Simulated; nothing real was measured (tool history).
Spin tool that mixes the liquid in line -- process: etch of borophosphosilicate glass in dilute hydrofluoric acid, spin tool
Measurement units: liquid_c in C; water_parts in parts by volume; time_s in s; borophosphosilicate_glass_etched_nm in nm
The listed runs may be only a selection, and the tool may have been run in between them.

run  hour  liquid_c  water_parts  time_s  borophosphosilicate_glass_etched_nm
  1   0.0        24          220     320                               50.472
  2   6.5        24          255     320                               42.170
  3   7.5        24          325     320                               30.614
  4   9.0        26          325     320                               33.258
  5  16.9        28          240     320                               52.513
  6  23.6        28          240     320                               52.347
  7  25.0        32          150     320                              108.260
  8  26.7        32          130     320                              126.870

Run 9 comes next. What will it give?
  9  33.0        32          120     320                                    ?

borophosphosilicate_glass_etched_nm: 138.020 nm

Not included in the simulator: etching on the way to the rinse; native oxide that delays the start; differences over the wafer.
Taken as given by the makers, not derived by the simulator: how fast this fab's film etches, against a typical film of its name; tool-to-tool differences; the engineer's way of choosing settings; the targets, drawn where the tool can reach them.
